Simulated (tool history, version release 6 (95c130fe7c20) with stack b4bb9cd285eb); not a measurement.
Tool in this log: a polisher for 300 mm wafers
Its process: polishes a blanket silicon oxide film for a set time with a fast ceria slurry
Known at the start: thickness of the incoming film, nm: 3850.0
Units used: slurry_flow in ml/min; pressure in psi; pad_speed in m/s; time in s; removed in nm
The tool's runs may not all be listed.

run,hour,slurry_flow,pressure,pad_speed,time,removed
1,0,165,2.2,1.26,64,997.6
2,6.8,165,2.3,1.26,64,1067.5
3,9.5,165,2.3,1.5,64,1167.2
4,13.2,165,2.4,1.5,64,1208.7
5,22,150,2.4,1.5,64,1194
6,26,155,2.5,1.5,64,1230
7,29.1,160,2.5,1.5,64,1236.7
8,30.8,160,2.5,1.5,64,1212.7

Run 9, settings as shown, results not yet in. Your forecast:
9,38.5,160,2.5,1.5,64,?

{"run 9": {"removed": 1241.1}}
